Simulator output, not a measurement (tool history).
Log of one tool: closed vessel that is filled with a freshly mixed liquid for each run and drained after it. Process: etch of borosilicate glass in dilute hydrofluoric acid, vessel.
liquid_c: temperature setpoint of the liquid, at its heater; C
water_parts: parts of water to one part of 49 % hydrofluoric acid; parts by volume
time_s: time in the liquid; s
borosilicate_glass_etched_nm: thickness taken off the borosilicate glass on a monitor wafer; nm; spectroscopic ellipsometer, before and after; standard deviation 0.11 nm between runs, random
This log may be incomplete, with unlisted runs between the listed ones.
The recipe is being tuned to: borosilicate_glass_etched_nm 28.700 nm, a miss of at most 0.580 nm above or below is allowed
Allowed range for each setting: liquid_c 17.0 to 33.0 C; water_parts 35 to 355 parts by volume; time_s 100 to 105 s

Run 1, hour 0.0: liquid_c 25.0 C, water_parts 195 parts by volume, time_s 100 s. Result: borosilicate_glass_etched_nm 11.687 nm.
Run 2, hour 5.2: liquid_c 25.0 C, water_parts 195 parts by volume, time_s 100 s. Result: borosilicate_glass_etched_nm 11.688 nm.
Run 3, hour 12.6: liquid_c 27.0 C, water_parts 165 parts by volume, time_s 100 s. Result: borosilicate_glass_etched_nm 15.469 nm.
Run 4, hour 13.5: liquid_c 28.5 C, water_parts 150 parts by volume, time_s 100 s. Result: borosilicate_glass_etched_nm 18.226 nm.
Run 5, hour 18.0: liquid_c 30.0 C, water_parts 140 parts by volume, time_s 100 s. Result: borosilicate_glass_etched_nm 20.960 nm.
Run 6, hour 24.5: liquid_c 27.0 C, water_parts 140 parts by volume, time_s 100 s. Result: borosilicate_glass_etched_nm 18.778 nm.
Run 7, hour 32.8: liquid_c 31.0 C, water_parts 100 parts by volume, time_s 100 s. Result: borosilicate_glass_etched_nm 32.198 nm.
Run 8, hour 33.8: liquid_c 29.0 C, water_parts 100 parts by volume, time_s 100 s. Result: borosilicate_glass_etched_nm 29.927 nm.

Consider the 5 candidate settings below. Which is the only one whose results all fall within their allowed miss of target?
Run A, hour 34.8: liquid_c 26.5 C, water_parts 90 parts by volume, time_s 100 s. Result: borosilicate_glass_etched_nm ?.
Run B, hour 34.8: liquid_c 29.5 C, water_parts 105 parts by volume, time_s 105 s. Result: borosilicate_glass_etched_nm ?.
Run C, hour 34.8: liquid_c 28.0 C, water_parts 100 parts by volume, time_s 100 s. Result: borosilicate_glass_etched_nm ?.
Run D, hour 34.8: liquid_c 26.0 C, water_parts 90 parts by volume, time_s 100 s. Result: borosilicate_glass_etched_nm ?.
Run E, hour 34.8: liquid_c 29.0 C, water_parts 105 parts by volume, time_s 105 s. Result: borosilicate_glass_etched_nm ?.

move  borosilicate_glass_etched_nm
   A                        30.583
   B                        30.252
   C                        28.778
   D                        29.990
   E                        29.689
A: its largest miss is bigger than the last run's
B: its largest miss is bigger than the last run's
C: every result lands within tolerance
D: its largest miss is bigger than the last run's
E: moves toward the targets from the last run without getting all of them in spec
C meets every target.

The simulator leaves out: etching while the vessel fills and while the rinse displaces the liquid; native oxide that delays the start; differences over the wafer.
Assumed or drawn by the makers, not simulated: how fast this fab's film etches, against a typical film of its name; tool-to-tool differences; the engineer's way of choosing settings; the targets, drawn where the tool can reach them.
